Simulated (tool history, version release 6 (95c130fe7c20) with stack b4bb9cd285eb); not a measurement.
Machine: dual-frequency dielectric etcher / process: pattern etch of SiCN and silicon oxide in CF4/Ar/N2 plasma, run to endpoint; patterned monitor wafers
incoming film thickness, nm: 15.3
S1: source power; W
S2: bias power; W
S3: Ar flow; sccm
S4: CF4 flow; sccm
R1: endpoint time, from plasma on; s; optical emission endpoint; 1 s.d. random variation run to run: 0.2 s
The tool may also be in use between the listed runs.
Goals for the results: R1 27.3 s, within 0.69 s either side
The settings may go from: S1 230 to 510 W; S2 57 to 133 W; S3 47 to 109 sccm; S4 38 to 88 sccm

{"run": 1, "hour": 0.0, "S1": 370, "S2": 95, "S3": 78, "S4": 63, "R1": 19.196}
{"run": 2, "hour": 3.4, "S1": 340, "S2": 93, "S3": 79, "S4": 63, "R1": 20.802}
{"run": 3, "hour": 11.6, "S1": 340, "S2": 93, "S3": 79, "S4": 54, "R1": 21.525}
{"run": 4, "hour": 18.8, "S1": 320, "S2": 92, "S3": 79, "S4": 54, "R1": 23.233}
{"run": 5, "hour": 22.0, "S1": 320, "S2": 92, "S3": 79, "S4": 45, "R1": 23.881}
{"run": 6, "hour": 27.3, "S1": 320, "S2": 92, "S3": 69, "S4": 45, "R1": 23.32}
{"run": 7, "hour": 34.0, "S1": 310, "S2": 92, "S3": 69, "S4": 45, "R1": 24.174}
{"run": 8, "hour": 38.8, "S1": 300, "S2": 92, "S3": 69, "S4": 45, "R1": 25.213}
{"run": 9, "hour": 43.4, "S1": 290, "S2": 92, "S3": 69, "S4": 45, "R1": 25.91}

Of the 4 settings listed for the next run, only one would bring every result within its allowed miss of target. Which one?
{"run": "A", "hour": 48.0, "S1": 300, "S2": 101, "S3": 73, "S4": 48, "R1": "?"}
{"run": "B", "hour": 48.0, "S1": 300, "S2": 79, "S3": 77, "S4": 47, "R1": "?"}
{"run": "C", "hour": 48.0, "S1": 330, "S2": 68, "S3": 81, "S4": 58, "R1": "?"}
{"run": "D", "hour": 48.0, "S1": 310, "S2": 96, "S3": 85, "S4": 53, "R1": "?"}

move=A R1=23.813
move=B R1=27.379
move=C R1=25.679
move=D R1=23.712
A: misses by more than the last run did
B: all results land within tolerance of their targets
C: misses by more than the last run did
D: misses by more than the last run did
Correct choice: B, which meets every target
